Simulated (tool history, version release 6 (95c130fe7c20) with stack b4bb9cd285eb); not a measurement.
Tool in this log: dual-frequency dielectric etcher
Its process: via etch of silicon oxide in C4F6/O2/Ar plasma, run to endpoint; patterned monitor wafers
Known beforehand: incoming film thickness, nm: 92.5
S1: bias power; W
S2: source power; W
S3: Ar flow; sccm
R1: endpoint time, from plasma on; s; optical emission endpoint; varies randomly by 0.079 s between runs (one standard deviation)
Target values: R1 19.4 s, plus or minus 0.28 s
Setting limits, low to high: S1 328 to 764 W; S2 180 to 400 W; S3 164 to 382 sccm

run 1 hour=0 | S1=546 S2=290 S3=273 | R1=21.928
run 2 hour=4.5 | S1=546 S2=260 S3=273 | R1=22.756
run 3 hour=8.7 | S1=546 S2=260 S3=309 | R1=23.192
run 4 hour=14.1 | S1=603 S2=270 S3=307 | R1=22.051
run 5 hour=14.8 | S1=644 S2=280 S3=306 | R1=21.432
run 6 hour=19.8 | S1=674 S2=290 S3=304 | R1=20.945
run 7 hour=25.1 | S1=696 S2=300 S3=302 | R1=20.382
run 8 hour=32.1 | S1=713 S2=300 S3=301 | R1=20.238
run 9 hour=38.1 | S1=725 S2=300 S3=300 | R1=20.099
run 10 hour=40.1 | S1=725 S2=300 S3=300 | R1=20.144
run 11 hour=45.9 | S1=735 S2=300 S3=299 | R1=19.887
run 12 hour=51.9 | S1=742 S2=300 S3=298 | R1=19.931

Exercise: of the 5 proposed moves below, exactly one satisfies all targets within the stated allowed misses. Which move is it?
run A hour=57.9 | S1=764 S2=280 S3=299 | R1=?
run B hour=57.9 | S1=764 S2=310 S3=287 | R1=?
run C hour=57.9 | S1=672 S2=290 S3=278 | R1=?
run D hour=57.9 | S1=711 S2=300 S3=273 | R1=?
run E hour=57.9 | S1=717 S2=280 S3=298 | R1=?

move=A R1=20.023
move=B R1=19.295
move=C R1=20.521
move=D R1=19.873
move=E R1=20.46
A: lands further from the targets than the last run did
B: all results in spec
C: lands further from the targets than the last run did
D: moves toward the targets from the last run without getting all of them in spec
E: lands further from the targets than the last run did
Answer: B
